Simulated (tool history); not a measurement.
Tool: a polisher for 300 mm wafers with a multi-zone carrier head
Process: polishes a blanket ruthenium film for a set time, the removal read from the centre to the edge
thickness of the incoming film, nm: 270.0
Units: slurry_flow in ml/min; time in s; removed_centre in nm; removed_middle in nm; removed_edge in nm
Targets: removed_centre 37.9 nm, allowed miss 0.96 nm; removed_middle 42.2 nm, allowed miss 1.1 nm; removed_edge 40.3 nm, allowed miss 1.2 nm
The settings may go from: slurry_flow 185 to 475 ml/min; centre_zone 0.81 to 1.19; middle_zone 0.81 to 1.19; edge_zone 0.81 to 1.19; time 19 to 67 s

run 1 hour=0 | slurry_flow=305 centre_zone=1 middle_zone=1 edge_zone=1 time=43 | removed_centre=29.556 removed_middle=30.102 removed_edge=31.561
run 2 hour=5.5 | slurry_flow=305 centre_zone=1 middle_zone=1 edge_zone=1 time=48 | removed_centre=32.79 removed_middle=33.568 removed_edge=35.323
run 3 hour=6.2 | slurry_flow=305 centre_zone=1 middle_zone=1 edge_zone=0.93 time=48 | removed_centre=33.086 removed_middle=33.558 removed_edge=34.021
run 4 hour=11.4 | slurry_flow=305 centre_zone=0.97 middle_zone=1 edge_zone=0.93 time=48 | removed_centre=32.344 removed_middle=33.688 removed_edge=34.211
run 5 hour=13.1 | slurry_flow=305 centre_zone=0.97 middle_zone=1 edge_zone=0.93 time=43 | removed_centre=29.145 removed_middle=30.437 removed_edge=30.279
-- hour=21.8 edge zone pressure recalibrated
run 6 hour=21.8 | slurry_flow=325 centre_zone=1 middle_zone=1.06 edge_zone=0.98 time=46 | removed_centre=31.702 removed_middle=33.921 removed_edge=32.308
run 7 hour=25.7 | slurry_flow=320 centre_zone=1.01 middle_zone=1.08 edge_zone=1.02 time=49 | removed_centre=33.598 removed_middle=36.906 removed_edge=35.756
run 8 hour=26.7 | slurry_flow=390 centre_zone=1.11 middle_zone=1.18 edge_zone=1.12 time=51 | removed_centre=39.062 removed_middle=41.848 removed_edge=38.218

5 next moves are on the table. One of them brings every result within its allowed miss. Which?
run A hour=27.7 | slurry_flow=410 centre_zone=1.05 middle_zone=1.08 edge_zone=1.14 time=54 | removed_centre=? removed_middle=? removed_edge=?
run B hour=27.7 | slurry_flow=360 centre_zone=1.09 middle_zone=1.11 edge_zone=1.15 time=54 | removed_centre=? removed_middle=? removed_edge=?
run C hour=27.7 | slurry_flow=425 centre_zone=1.11 middle_zone=1.19 edge_zone=1.06 time=50 | removed_centre=? removed_middle=? removed_edge=?
run D hour=27.7 | slurry_flow=395 centre_zone=1.09 middle_zone=1.1 edge_zone=1.15 time=53 | removed_centre=? removed_middle=? removed_edge=?
run E hour=27.7 | slurry_flow=325 centre_zone=1.03 middle_zone=1.14 edge_zone=1.11 time=54 | removed_centre=? removed_middle=? removed_edge=?

move=A removed_centre=40.004 removed_middle=41.897 removed_edge=41.428
move=B removed_centre=40.707 removed_middle=42.307 removed_edge=41.263
move=C removed_centre=38.802 removed_middle=41.837 removed_edge=37.002
move=D removed_centre=40.289 removed_middle=41.561 removed_edge=40.744
move=E removed_centre=38.579 removed_middle=42.769 removed_edge=40.213
A: brings the result that was furthest off to its target, and leaves another outside
B: brings the result that was furthest off to its target, and leaves another outside
C: further off than the last run
D: brings the result that was furthest off to its target, and leaves another outside
E: meets every target
Answer: E
